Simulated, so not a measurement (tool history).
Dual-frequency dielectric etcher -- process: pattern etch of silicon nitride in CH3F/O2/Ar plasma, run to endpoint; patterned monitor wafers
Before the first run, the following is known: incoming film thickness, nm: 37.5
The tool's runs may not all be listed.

| run | hour | source power (W) | bias power (W) | endpoint time (s) |
|---|---|---|---|---|
| 1 | 0.0 | 410 | 96 | 46.703 |
| 2 | 6.1 | 410 | 104 | 45.875 |
| 3 | 10.0 | 460 | 104 | 44.081 |
| 4 | 18.4 | 430 | 98 | 45.609 |
| 5 | 25.8 | 400 | 98 | 47.328 |
| 6 | 29.3 | 380 | 95 | 48.900 |
| 7 | 32.2 | 380 | 95 | 48.526 |
| 8 | 40.4 | 360 | 92 | 50.153 |
| 9 | 47.6 | 340 | 90 | 51.524 |
| 10 | 48.3 | 330 | 89 | 51.738 |
| 11 | 51.5 | 320 | 87 | 53.739 |

What does the tool deliver on the next run?
| 12 | 57.0 | 310 | 86 | ? |

Run 12 produced endpoint time (s) 54.691.
